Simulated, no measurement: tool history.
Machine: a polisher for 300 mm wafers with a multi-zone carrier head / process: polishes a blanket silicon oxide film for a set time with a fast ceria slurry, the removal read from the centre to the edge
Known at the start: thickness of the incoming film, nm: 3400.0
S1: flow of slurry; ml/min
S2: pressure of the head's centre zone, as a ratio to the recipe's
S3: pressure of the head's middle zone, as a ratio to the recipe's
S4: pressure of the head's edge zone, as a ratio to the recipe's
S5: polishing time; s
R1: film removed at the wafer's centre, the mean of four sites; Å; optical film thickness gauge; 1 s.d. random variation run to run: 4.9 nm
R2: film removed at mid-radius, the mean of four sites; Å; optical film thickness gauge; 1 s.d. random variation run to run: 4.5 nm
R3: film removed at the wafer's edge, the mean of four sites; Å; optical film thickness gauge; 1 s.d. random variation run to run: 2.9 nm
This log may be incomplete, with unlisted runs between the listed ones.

run	hour	S1	S2	S3	S4	S5	R1	R2	R3
1	0.0	185	1.00	1.00	1.00	66	9152.8	9044.0	9089.8
2	1.0	185	1.00	1.00	0.97	66	9061.2	9084.7	8884.7
3	3.1	185	1.00	1.00	0.97	73	10170.0	10116.0	10004.0
4	8.1	185	0.95	1.00	0.97	73	9775.8	9986.2	9968.1
5	14.2	185	0.95	1.00	0.97	81	10530.0	11273.0	10887.0
6	19.7	170	0.94	1.00	0.94	71	8974.9	9665.1	9389.7
7	26.2	160	0.96	0.98	0.92	63	8389.4	8303.8	8149.3
8	27.9	120	0.90	0.96	0.82	45	5184.6	5485.1	5416.5
9	35.7	125	0.92	0.96	0.82	43	5116.5	5441.3	5206.2
10	41.4	125	0.94	0.95	0.82	42	5212.8	5150.3	5028.8
11	44.1	125	0.95	0.95	0.82	41	5117.2	5067.5	4899.9
12	46.1	125	0.96	0.95	0.82	41	5072.3	5095.9	4918.0
13	52.9	135	1.06	0.96	0.81	35	4905.9	4386.1	4211.5

What does the tool deliver on the next run?
14	57.8	135	1.06	0.96	0.81	35	?	?	?

R1: 4827.5 Å
R2: 4400.9 Å
R3: 4228.8 Å
